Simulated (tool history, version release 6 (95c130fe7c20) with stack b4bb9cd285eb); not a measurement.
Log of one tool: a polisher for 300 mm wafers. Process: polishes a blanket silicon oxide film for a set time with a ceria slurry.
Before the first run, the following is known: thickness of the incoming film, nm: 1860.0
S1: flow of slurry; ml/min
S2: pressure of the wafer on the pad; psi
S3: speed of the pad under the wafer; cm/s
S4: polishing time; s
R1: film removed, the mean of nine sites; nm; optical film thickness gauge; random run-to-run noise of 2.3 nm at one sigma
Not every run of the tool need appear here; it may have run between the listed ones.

run,hour,S1,S2,S3,S4,R1
1,0.0,130,4.2,130,51,366.91
2,1.4,130,3.9,130,51,352.94
3,2.0,130,3.6,128,51,327.87
4,5.2,130,3.0,128,51,299.16
5,10.7,130,2.8,126,51,277.17
6,14.3,130,2.8,150,51,331.00
7,20.0,130,2.7,146,51,315.26

Run 8 comes next. What will it give?
8,28.5,130,2.6,142,51,?

{"run 8": {"R1": 302.02}}
